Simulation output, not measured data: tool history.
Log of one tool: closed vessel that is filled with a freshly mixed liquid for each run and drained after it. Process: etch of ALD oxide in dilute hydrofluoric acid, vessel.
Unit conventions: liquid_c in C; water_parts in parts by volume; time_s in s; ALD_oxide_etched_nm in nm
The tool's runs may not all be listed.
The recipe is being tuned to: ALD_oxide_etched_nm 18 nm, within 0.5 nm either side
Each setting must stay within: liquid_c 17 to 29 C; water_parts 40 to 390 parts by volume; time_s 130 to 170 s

{"run": 1, "day": 0.0, "liquid_c": 21, "water_parts": 215, "time_s": 170, "ALD_oxide_etched_nm": 6.6978}
{"run": 2, "day": 0.062, "liquid_c": 18, "water_parts": 215, "time_s": 170, "ALD_oxide_etched_nm": 5.9559}
{"run": 3, "day": 0.104, "liquid_c": 19, "water_parts": 200, "time_s": 170, "ALD_oxide_etched_nm": 6.7163}
{"run": 4, "day": 0.238, "liquid_c": 20, "water_parts": 185, "time_s": 170, "ALD_oxide_etched_nm": 7.6693}
{"day": 0.342, "done": "thermometer replaced"}
{"run": 5, "day": 0.342, "liquid_c": 18, "water_parts": 185, "time_s": 170, "ALD_oxide_etched_nm": 6.7649}
{"run": 6, "day": 0.733, "liquid_c": 19, "water_parts": 175, "time_s": 170, "ALD_oxide_etched_nm": 7.6014}
{"run": 7, "day": 0.958, "liquid_c": 20, "water_parts": 165, "time_s": 170, "ALD_oxide_etched_nm": 8.4594}
{"run": 8, "day": 1.267, "liquid_c": 21, "water_parts": 155, "time_s": 170, "ALD_oxide_etched_nm": 9.4097}
{"run": 9, "day": 1.638, "liquid_c": 22, "water_parts": 150, "time_s": 170, "ALD_oxide_etched_nm": 10.127}
{"run": 10, "day": 1.725, "liquid_c": 23, "water_parts": 145, "time_s": 170, "ALD_oxide_etched_nm": 10.981}
{"run": 11, "day": 1.783, "liquid_c": 23, "water_parts": 145, "time_s": 170, "ALD_oxide_etched_nm": 11.042}
{"run": 12, "day": 2.012, "liquid_c": 27, "water_parts": 85, "time_s": 170, "ALD_oxide_etched_nm": 23.688}
{"run": 13, "day": 2.075, "liquid_c": 23, "water_parts": 85, "time_s": 170, "ALD_oxide_etched_nm": 20.211}

Of the 5 settings listed for the next run, only one would bring every result within its allowed miss of target. Which one?
{"run": "A", "day": 2.138, "liquid_c": 23.5, "water_parts": 80, "time_s": 130, "ALD_oxide_etched_nm": "?"}
{"run": "B", "day": 2.138, "liquid_c": 27, "water_parts": 100, "time_s": 145, "ALD_oxide_etched_nm": "?"}
{"run": "C", "day": 2.138, "liquid_c": 20, "water_parts": 85, "time_s": 170, "ALD_oxide_etched_nm": "?"}
{"run": "D", "day": 2.138, "liquid_c": 23, "water_parts": 85, "time_s": 160, "ALD_oxide_etched_nm": "?"}
{"run": "E", "day": 2.138, "liquid_c": 23.5, "water_parts": 75, "time_s": 165, "ALD_oxide_etched_nm": "?"}

move=A ALD_oxide_etched_nm=16.8
move=B ALD_oxide_etched_nm=16.775
move=C ALD_oxide_etched_nm=17.81
move=D ALD_oxide_etched_nm=18.953
move=E ALD_oxide_etched_nm=22.888
A: pushes the last run's worst result past its target
B: pushes the last run's worst result past its target
C: in spec on every target
D: gains on the last run, yet a result remains outside its allowed miss
E: lands further from the targets than the last run did
Answer: C

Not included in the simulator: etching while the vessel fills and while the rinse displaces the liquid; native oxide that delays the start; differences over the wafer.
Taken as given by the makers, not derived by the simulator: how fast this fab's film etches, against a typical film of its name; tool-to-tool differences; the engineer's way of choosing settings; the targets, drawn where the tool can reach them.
